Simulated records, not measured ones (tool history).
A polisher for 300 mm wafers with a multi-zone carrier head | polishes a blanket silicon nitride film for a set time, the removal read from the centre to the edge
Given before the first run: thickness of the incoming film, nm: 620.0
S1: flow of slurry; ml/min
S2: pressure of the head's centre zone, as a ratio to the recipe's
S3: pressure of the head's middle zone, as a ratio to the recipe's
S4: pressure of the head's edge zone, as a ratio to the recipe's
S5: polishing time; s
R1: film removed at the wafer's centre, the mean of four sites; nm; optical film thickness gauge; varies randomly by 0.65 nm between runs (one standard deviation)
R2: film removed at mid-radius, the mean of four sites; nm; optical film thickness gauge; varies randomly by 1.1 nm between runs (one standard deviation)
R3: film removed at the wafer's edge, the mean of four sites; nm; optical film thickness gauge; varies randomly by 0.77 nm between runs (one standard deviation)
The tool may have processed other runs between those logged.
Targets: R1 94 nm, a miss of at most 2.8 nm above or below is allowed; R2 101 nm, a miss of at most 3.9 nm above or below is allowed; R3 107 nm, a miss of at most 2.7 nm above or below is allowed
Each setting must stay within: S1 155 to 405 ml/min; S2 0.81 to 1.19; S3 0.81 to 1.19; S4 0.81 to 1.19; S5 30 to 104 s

run 1 hour=0 | S1=260 S2=1 S3=1 S4=1 S5=67 | R1=134.91 R2=135.53 R3=129.22
run 2 hour=1.6 | S1=260 S2=0.95 S3=1 S4=1 S5=67 | R1=127.95 R2=133.9 R3=129.51
run 3 hour=7.8 | S1=260 S2=0.95 S3=1 S4=1 S5=79 | R1=151.54 R2=159.71 R3=150.57
run 4 hour=15.3 | S1=250 S2=0.92 S3=0.98 S4=0.98 S5=75 | R1=141.3 R2=146.46 R3=142.73
run 5 hour=23.8 | S1=250 S2=0.92 S3=0.98 S4=0.94 S5=75 | R1=140.57 R2=146.98 R3=139.7
run 6 hour=31.4 | S1=245 S2=0.9 S3=0.97 S4=0.94 S5=71 | R1=130.55 R2=137.08 R3=133.89
run 7 hour=38.1 | S1=240 S2=0.88 S3=0.96 S4=0.94 S5=68 | R1=121.97 R2=128.87 R3=126.62
run 8 hour=41.9 | S1=235 S2=0.87 S3=0.95 S4=0.95 S5=66 | R1=117.59 R2=126.16 R3=122.78
run 9 hour=46.6 | S1=235 S2=0.86 S3=0.93 S4=0.97 S5=64 | R1=113.45 R2=120.21 R3=121.61
run 10 hour=50.7 | S1=230 S2=0.85 S3=0.92 S4=0.97 S5=62 | R1=109.08 R2=114.25 R3=117.71

Which one of the following 5 next-run settings gets every result inside its allowed miss? There is exactly one.
run A hour=54.8 | S1=240 S2=1.06 S3=0.81 S4=0.85 S5=57 | R1=? R2=? R3=?
run B hour=54.8 | S1=175 S2=0.92 S3=1.08 S4=0.81 S5=65 | R1=? R2=? R3=?
run C hour=54.8 | S1=195 S2=0.81 S3=0.92 S4=1.01 S5=57 | R1=? R2=? R3=?
run D hour=54.8 | S1=240 S2=0.92 S3=0.9 S4=0.96 S5=55 | R1=? R2=? R3=?
run E hour=54.8 | S1=195 S2=0.98 S3=0.81 S4=1.01 S5=65 | R1=? R2=? R3=?

move=A R1=119.32 R2=95.039 R3=103.41
move=B R1=116.26 R2=132.11 R3=111.43
move=C R1=94.076 R2=102.84 R3=109.68
move=D R1=103.05 R2=100.04 R3=105.39
move=E R1=124.12 R2=105.53 R3=125.26
A: its largest miss is bigger than the last run's
B: its largest miss is bigger than the last run's
C: hits every target within its allowed miss
D: nearer than the last run, and not there yet
E: its largest miss is bigger than the last run's
Move C is the one to make.
